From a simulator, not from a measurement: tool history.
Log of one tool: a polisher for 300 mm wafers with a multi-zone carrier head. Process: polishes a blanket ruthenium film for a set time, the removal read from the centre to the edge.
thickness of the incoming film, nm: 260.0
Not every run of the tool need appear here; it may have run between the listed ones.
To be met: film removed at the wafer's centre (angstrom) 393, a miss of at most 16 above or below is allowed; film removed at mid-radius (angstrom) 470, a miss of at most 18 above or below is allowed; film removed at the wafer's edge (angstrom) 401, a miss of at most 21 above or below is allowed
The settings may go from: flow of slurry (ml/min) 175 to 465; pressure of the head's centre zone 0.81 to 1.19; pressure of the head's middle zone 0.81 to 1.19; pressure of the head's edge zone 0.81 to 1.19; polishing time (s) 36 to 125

run  hour  flow of slurry (ml/min)  pressure of the head's centre zone  pressure of the head's middle zone  pressure of the head's edge zone  polishing time (s)  film removed at the wafer's centre (angstrom)  film removed at mid-radius (angstrom)  film removed at the wafer's edge (angstrom)
  1     0                      295                                   1                                   1                                 1                  80                                         686.27                                 711.77                                       695.08
  2   3.1                      250                                   1                                   1                                 1                  80                                         681.35                                 690.98                                        695.8
  3   7.3                      250                                0.96                                   1                                 1                  80                                         650.12                                 705.93                                       706.42
  4  11.4                      220                                0.96                                   1                                 1                  80                                         644.33                                 701.54                                       680.58
  5    19                      220                                0.96                                   1                                 1                  63                                         505.47                                 550.81                                       534.05
  6  21.7                      220                                1.01                                   1                                 1                  63                                          520.6                                 545.32                                       541.61
  7  27.8                      225                                0.99                                1.01                              0.97                  59                                         481.88                                 515.03                                       509.43
  8  34.5                      230                                   1                                1.06                              0.97                  55                                          467.3                                 502.13                                       477.51
  9  35.2                      230                                0.99                                1.09                              0.95                  53                                         434.74                                 482.72                                       448.21
 10  39.4                      230                                0.98                                1.11                              0.93                  53                                         431.99                                 505.85                                       436.93
 11    48                      225                                0.94                                1.07                              0.87                  48                                         378.84                                 443.56                                        389.3
 12  52.8                      230                                0.94                                1.08                              0.88                  48                                         371.79                                 439.92                                       389.51
 13  56.4                      230                                0.95                                1.09                              0.89                  48                                          380.6                                 445.22                                       401.07

Which single option among these 4 for the next run brings every result within its allowed miss of target? Just one does.
  A    60                      290                                0.99                                1.09                              0.81                  45                                              ?                                      ?                                            ?
  B    60                      300                                0.94                                 1.1                              0.86                  49                                              ?                                      ?                                            ?
  C    60                      285                                 0.9                                   1                              0.93                  49                                              ?                                      ?                                            ?
  D    60                      245                                0.93                                 1.1                              0.94                  46                                              ?                                      ?                                            ?

move  film removed at the wafer's centre (angstrom)  film removed at mid-radius (angstrom)  film removed at the wafer's edge (angstrom)
   A                                          379.6                                 423.44                                       361.48
   B                                         393.41                                 465.74                                        404.9
   C                                         374.71                                 429.89                                       418.97
   D                                         359.17                                 430.51                                        391.3
A: moves away from the targets compared with the last run
B: every result lands within tolerance
C: moves away from the targets compared with the last run
D: moves away from the targets compared with the last run
The move that meets every target is B.

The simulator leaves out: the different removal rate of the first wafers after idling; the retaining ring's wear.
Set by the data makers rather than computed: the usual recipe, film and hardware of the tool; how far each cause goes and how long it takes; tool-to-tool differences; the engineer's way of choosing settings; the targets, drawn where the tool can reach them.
